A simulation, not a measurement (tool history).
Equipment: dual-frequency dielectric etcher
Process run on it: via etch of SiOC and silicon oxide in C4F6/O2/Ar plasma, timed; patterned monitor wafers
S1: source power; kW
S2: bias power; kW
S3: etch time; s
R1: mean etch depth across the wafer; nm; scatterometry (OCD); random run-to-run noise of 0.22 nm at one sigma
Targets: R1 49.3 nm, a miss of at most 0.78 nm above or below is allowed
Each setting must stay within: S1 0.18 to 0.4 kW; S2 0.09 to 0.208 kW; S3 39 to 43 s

run  hour    S1     S2  S3      R1
  1     0  0.29  0.149  43  41.137
  2   2.1  0.32  0.149  43  42.492
  3  10.3  0.32  0.169  43  44.685
  4    12  0.32  0.169  43  44.824
  5  14.3  0.33   0.17  43  45.062
  6  18.8  0.33   0.17  43  45.696
  7  22.9  0.34  0.171  43   45.77
  8  23.9  0.35  0.173  43  46.608

Pick the move, out of 4, that brings all results within their allowed miss; only one does.
  A  24.9  0.37  0.175    43   ?
  B  24.9  0.38  0.197    42   ?
  C  24.9  0.37  0.167  39.5   ?
  D  24.9   0.4  0.188    39   ?

move      R1
   A  47.897
   B  49.195
   C  43.324
   D  45.893
A: gains on the last run, yet a result remains outside its allowed miss
B: hits every target within its allowed miss
C: the biggest miss grows against the last run
D: the biggest miss grows against the last run
Answer: B
